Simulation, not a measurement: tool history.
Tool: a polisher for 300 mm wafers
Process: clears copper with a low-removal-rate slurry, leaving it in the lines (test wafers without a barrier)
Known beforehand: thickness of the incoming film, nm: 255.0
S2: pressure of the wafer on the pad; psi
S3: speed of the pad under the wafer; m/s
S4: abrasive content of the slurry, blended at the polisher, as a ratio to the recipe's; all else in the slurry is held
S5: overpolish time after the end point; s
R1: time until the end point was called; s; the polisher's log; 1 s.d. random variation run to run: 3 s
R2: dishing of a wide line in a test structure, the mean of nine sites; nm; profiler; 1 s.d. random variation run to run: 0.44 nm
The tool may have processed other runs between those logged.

run 1 hour=0.0 | flow_of_slurry_(ml/min)=270 S2=2.8 S3=0.86 S4=1.0 S5=21 | R1=120.01 R2=25.485
run 2 hour=7.4 | flow_of_slurry_(ml/min)=270 S2=2.8 S3=0.86 S4=1.1 S5=21 | R1=122.40 R2=26.194
run 3 hour=10.8 | flow_of_slurry_(ml/min)=270 S2=2.8 S3=0.86 S4=1.1 S5=25 | R1=122.57 R2=29.038
run 4 hour=18.6 | flow_of_slurry_(ml/min)=270 S2=2.5 S3=0.84 S4=1.1 S5=26 | R1=138.94 R2=26.864
run 5 hour=19.2 | flow_of_slurry_(ml/min)=270 S2=2.2 S3=0.82 S4=1.1 S5=28 | R1=161.61 R2=26.097
run 6 hour=24.7 | flow_of_slurry_(ml/min)=270 S2=2.0 S3=0.80 S4=1.1 S5=29 | R1=183.05 R2=24.568
run 7 hour=33.3 | flow_of_slurry_(ml/min)=270 S2=1.9 S3=0.80 S4=1.1 S5=30 | R1=191.07 R2=23.979
run 8 hour=36.0 | flow_of_slurry_(ml/min)=270 S2=1.3 S3=0.78 S4=1.1 S5=33 | R1=277.04 R2=19.556

The next listed run, before its measurement:
run 9 hour=44.6 | flow_of_slurry_(ml/min)=270 S2=1.4 S3=0.78 S4=1.1 S5=33 | R1=? R2=?

Run 9 measured R1 259.01 s, R2 20.421 nm.
